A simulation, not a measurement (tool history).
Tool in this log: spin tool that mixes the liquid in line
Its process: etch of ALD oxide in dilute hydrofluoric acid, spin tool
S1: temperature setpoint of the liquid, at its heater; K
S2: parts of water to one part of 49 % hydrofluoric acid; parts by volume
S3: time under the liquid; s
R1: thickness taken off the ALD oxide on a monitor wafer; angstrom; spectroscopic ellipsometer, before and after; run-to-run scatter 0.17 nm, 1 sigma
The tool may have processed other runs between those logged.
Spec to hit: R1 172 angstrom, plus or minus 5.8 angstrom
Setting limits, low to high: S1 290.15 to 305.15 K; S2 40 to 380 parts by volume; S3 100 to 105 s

run  hour      S1   S2   S3      R1
  1     0  297.15  210  100  113.01
  2   1.3  297.15  245  100  96.174
  3   4.2  298.65  230  100  109.05
  4   8.9  299.65  220  100  119.31
  5  12.4  299.65  220  105  127.94
  6  18.8  300.65  215  105  133.63
     24.5  -- thermometer replaced
  7  24.5  301.15  210  105  147.06
  8  32.2  301.65  210  105  152.11
  9  32.9  302.15  210  105  151.06
 10  34.3  302.65  210  105  154.79
 11  43.1  303.15  210  105  156.74
 12  43.9  303.65  210  105  162.53
 13  46.5  304.15  210  105  164.47

Exercise: of the 5 proposed moves below, exactly one satisfies all targets within the stated allowed misses. Which move is it?
  A  49.1  303.65  185  105   ?
  B  49.1  303.65  210  100   ?
  C  49.1  303.65  200  105   ?
  D  49.1  305.15  220  105   ?
  E  49.1  304.15  190  105   ?

move      R1
   A  184.27
   B  149.86
   C  167.27
   D  156.05
   E   181.4
A: carries the result that was furthest off beyond its target, to the other side
B: the biggest miss grows against the last run
C: hits every target within its allowed miss
D: the biggest miss grows against the last run
E: carries the result that was furthest off beyond its target, to the other side
The right move is C.
